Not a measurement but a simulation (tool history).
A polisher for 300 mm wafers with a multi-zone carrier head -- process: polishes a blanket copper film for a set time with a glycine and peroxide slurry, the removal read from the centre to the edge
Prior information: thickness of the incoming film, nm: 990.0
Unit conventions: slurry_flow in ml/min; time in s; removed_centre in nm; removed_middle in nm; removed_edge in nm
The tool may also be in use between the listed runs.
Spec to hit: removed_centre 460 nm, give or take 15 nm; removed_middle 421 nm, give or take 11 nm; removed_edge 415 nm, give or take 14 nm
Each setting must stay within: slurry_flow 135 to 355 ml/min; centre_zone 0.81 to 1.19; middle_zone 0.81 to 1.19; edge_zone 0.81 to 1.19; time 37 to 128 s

run   hour  slurry_flow  centre_zone  middle_zone  edge_zone  time  removed_centre  removed_middle  removed_edge
  1      0          225            1            1          1    82          323.11           311.5        315.65
  2    3.8          225            1            1          1    64          247.33          243.18        247.88
  3   11.5          230         1.02         1.01       1.02    68          268.19          260.15        263.11
  4   13.5          235         1.03         1.02       1.03    72          289.53          281.05        284.26
  5   19.6          245         1.05         1.03       1.05    74          307.21          289.75        295.75
  6   28.2          245         1.05         1.03        1.1    74          305.77          288.59        301.01
  7   36.4          250         1.06         1.04       1.11    76          317.59          304.78        312.08
  8   41.7          255         1.07         1.05       1.12    78           329.7          315.19        323.85
  9   50.5          260         1.08         1.06       1.13    80          343.07           326.5        330.01
 10   55.2          265         1.09         1.06       1.14    82          349.67          333.46        344.63
 11   58.4          265          1.1         1.07       1.14    84          363.44          342.89         351.1
 12   61.1          270         1.11         1.08       1.14    85          377.46          351.14        364.68
 13   63.6          275         1.12         1.09       1.13    86          378.75          361.47        361.27
 14   66.3          275         1.13         1.09       1.13    87          395.12          362.41        369.41
 15   67.5          280         1.14          1.1       1.13    88          398.86          373.59        361.24
 16     73          280         1.14          1.1       1.14    89          404.13          377.01        368.76
 17   79.7          285         1.14          1.1       1.15    90          407.03          381.52        379.48
 18   86.8          285         1.15          1.1       1.15    91          420.85          384.06        380.39
 19     95          285         1.15          1.1       1.15    92          416.08          389.82        391.77
 20   95.7          285         1.15          1.1       1.15    93          424.17          389.67         391.9
 21  101.2          295         1.17         1.12       1.17    95          442.98          409.01        407.49

Consider the 4 candidate settings below. Which is the only one whose results all fall within their allowed miss of target?
  A  106.7          310         1.11          1.1       1.19    95               ?               ?             ?
  B  106.7          305         1.07         1.17       1.19   101               ?               ?             ?
  C  106.7          350         1.18         1.13       1.16    96               ?               ?             ?
  D  106.7          285         1.09         1.18       1.15    98               ?               ?             ?

move  removed_centre  removed_middle  removed_edge
   A          421.87          404.94        408.25
   B          431.69          453.35         433.1
   C          459.05          423.28        410.41
   D           423.5          440.03        410.56
A: moves away from the targets compared with the last run
B: moves away from the targets compared with the last run
C: each result inside its tolerance
D: moves away from the targets compared with the last run
The right move is C.
